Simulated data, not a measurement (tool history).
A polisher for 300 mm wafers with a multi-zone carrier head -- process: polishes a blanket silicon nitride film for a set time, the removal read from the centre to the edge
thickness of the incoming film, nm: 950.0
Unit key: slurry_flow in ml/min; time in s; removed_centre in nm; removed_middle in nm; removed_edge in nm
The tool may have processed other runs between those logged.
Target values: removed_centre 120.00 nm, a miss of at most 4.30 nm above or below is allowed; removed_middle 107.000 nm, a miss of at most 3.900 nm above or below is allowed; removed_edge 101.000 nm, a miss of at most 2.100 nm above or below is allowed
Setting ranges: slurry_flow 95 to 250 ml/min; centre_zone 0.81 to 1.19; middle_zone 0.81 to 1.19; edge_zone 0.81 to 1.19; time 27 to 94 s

run	hour	slurry_flow	centre_zone	middle_zone	edge_zone	time	removed_centre	removed_middle	removed_edge
1	0.0	160	1.00	1.00	1.00	60	146.49	148.690	149.360
2	4.1	160	1.00	1.05	1.00	60	142.24	157.640	148.630
3	11.4	160	1.01	1.04	0.98	58	141.25	149.060	142.680
4	18.3	160	1.02	1.04	0.96	56	136.19	142.530	136.440
5	26.6	180	1.02	1.04	0.96	56	141.56	142.630	137.710
6	32.9	180	1.03	1.04	0.94	55	138.66	142.090	133.780
7	37.3	180	1.04	1.03	0.93	54	137.55	142.320	129.940
8	42.9	180	1.04	1.01	0.92	53	135.37	137.130	129.620
9	46.7	135	1.14	0.99	0.82	40	105.64	94.613	88.762
10	48.5	135	1.14	0.99	0.82	40	105.23	95.035	87.815
11	53.6	145	1.14	0.99	0.83	40	106.82	95.327	89.764
12	56.1	155	1.14	0.99	0.83	40	108.64	98.641	90.551
13	58.9	160	1.14	0.99	0.84	40	110.60	99.628	90.839
14	64.8	165	1.14	0.99	0.85	40	110.85	96.674	92.623
15	71.9	165	1.14	0.99	0.85	40	112.39	96.827	91.988

Consider the 4 candidate settings below. Which is the only one whose results all fall within their allowed miss of target?
A	79.0	185	1.12	0.91	0.86	41	?	?	?
B	79.0	125	1.13	0.96	0.81	47	?	?	?
C	79.0	195	1.11	1.00	0.81	39	?	?	?
D	79.0	120	1.11	0.98	0.81	44	?	?	?

move	removed_centre	removed_middle	removed_edge
A	112.52	95.358	97.380
B	119.24	105.770	102.730
C	107.12	98.987	90.651
D	108.40	99.751	95.468
A: moves toward the targets from the last run without getting all of them in spec
B: in spec on every target
C: further off than the last run
D: moves toward the targets from the last run without getting all of them in spec
Answer: B
